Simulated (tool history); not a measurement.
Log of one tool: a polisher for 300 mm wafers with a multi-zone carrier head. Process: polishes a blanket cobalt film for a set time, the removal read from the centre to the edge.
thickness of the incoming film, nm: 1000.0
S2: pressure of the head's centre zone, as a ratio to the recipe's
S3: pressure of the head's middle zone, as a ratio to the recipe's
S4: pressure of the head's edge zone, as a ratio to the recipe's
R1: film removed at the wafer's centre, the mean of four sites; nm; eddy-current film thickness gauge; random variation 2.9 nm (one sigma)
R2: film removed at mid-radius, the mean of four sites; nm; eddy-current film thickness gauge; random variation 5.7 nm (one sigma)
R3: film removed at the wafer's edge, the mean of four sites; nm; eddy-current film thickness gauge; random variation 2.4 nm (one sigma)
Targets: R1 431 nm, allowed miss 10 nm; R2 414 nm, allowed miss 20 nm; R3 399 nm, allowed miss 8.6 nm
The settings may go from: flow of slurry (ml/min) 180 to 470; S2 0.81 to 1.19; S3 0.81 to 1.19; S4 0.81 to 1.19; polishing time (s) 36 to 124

{"run": 1, "hour": 0.0, "flow of slurry (ml/min)": 300, "S2": 1, "S3": 1, "S4": 1, "polishing time (s)": 79, "R1": 253.87, "R2": 241.39, "R3": 257.09}
{"run": 2, "hour": 6.2, "flow of slurry (ml/min)": 300, "S2": 0.92, "S3": 1, "S4": 1, "polishing time (s)": 79, "R1": 232.06, "R2": 245.41, "R3": 253.01}
{"run": 3, "hour": 8.1, "flow of slurry (ml/min)": 310, "S2": 0.95, "S3": 1.02, "S4": 1.01, "polishing time (s)": 83, "R1": 253.44, "R2": 264.69, "R3": 269.52}
{"run": 4, "hour": 11.4, "flow of slurry (ml/min)": 310, "S2": 0.95, "S3": 1.02, "S4": 1.09, "polishing time (s)": 83, "R1": 251.24, "R2": 258.33, "R3": 277.91}
{"run": 5, "hour": 16.3, "flow of slurry (ml/min)": 320, "S2": 0.97, "S3": 1.04, "S4": 1.09, "polishing time (s)": 86, "R1": 266.96, "R2": 274.13, "R3": 288.13}
{"run": 6, "hour": 18.6, "flow of slurry (ml/min)": 365, "S2": 0.97, "S3": 1.04, "S4": 1.09, "polishing time (s)": 86, "R1": 267.58, "R2": 278.94, "R3": 289.72}
{"run": 7, "hour": 23.5, "flow of slurry (ml/min)": 370, "S2": 0.99, "S3": 1.06, "S4": 1.09, "polishing time (s)": 89, "R1": 285.45, "R2": 296.34, "R3": 303.35}
{"run": 8, "hour": 24.8, "flow of slurry (ml/min)": 420, "S2": 1.09, "S3": 1.16, "S4": 1.18, "polishing time (s)": 108, "R1": 384.94, "R2": 391.62, "R3": 378.56}
{"run": 9, "hour": 28.0, "flow of slurry (ml/min)": 420, "S2": 1.1, "S3": 1.16, "S4": 1.18, "polishing time (s)": 109, "R1": 391.46, "R2": 386.17, "R3": 383.03}

4 next moves are on the table. One of them brings every result within its allowed miss. Which?
{"run": "A", "hour": 31.2, "flow of slurry (ml/min)": 420, "S2": 1.17, "S3": 1.05, "S4": 1.19, "polishing time (s)": 113, "R1": "?", "R2": "?", "R3": "?"}
{"run": "B", "hour": 31.2, "flow of slurry (ml/min)": 410, "S2": 1.1, "S3": 1.16, "S4": 1.13, "polishing time (s)": 116, "R1": "?", "R2": "?", "R3": "?"}
{"run": "C", "hour": 31.2, "flow of slurry (ml/min)": 360, "S2": 0.91, "S3": 1.18, "S4": 1.16, "polishing time (s)": 115, "R1": "?", "R2": "?", "R3": "?"}
{"run": "D", "hour": 31.2, "flow of slurry (ml/min)": 470, "S2": 1.15, "S3": 1.17, "S4": 1.15, "polishing time (s)": 114, "R1": "?", "R2": "?", "R3": "?"}

move=A R1=432.99 R2=379 R3=397.06
move=B R1=418.69 R2=418.77 R3=397.84
move=C R1=343.57 R2=417.27 R3=395.96
move=D R1=433.27 R2=417.63 R3=396.37
A: brings the result that was furthest off to its target, and leaves another outside
B: nearer than the last run, and not there yet
C: further off than the last run
D: meets every target
Move D is the one to make.
